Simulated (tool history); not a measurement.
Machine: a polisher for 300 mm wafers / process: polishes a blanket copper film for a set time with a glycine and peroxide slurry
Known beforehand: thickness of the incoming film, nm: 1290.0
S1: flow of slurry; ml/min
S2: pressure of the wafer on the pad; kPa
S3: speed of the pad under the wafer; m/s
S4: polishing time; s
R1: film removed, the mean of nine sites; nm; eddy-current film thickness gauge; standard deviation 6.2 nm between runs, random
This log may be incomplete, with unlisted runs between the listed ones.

run	hour	S1	S2	S3	S4	R1
1	0.0	305	13.1	1.04	96	342.07
2	3.2	305	13.8	1.04	96	338.40
3	5.7	370	13.8	1.04	96	344.69
4	6.9	370	14.5	1.06	96	367.56
5	7.6	370	14.5	1.06	100	378.34
6	10.1	370	15.9	1.06	100	405.47
7	19.1	370	16.5	1.06	100	409.79

What does the tool deliver on the next run?
8	23.3	370	17.2	1.06	100	?

R1: 426.03 nm
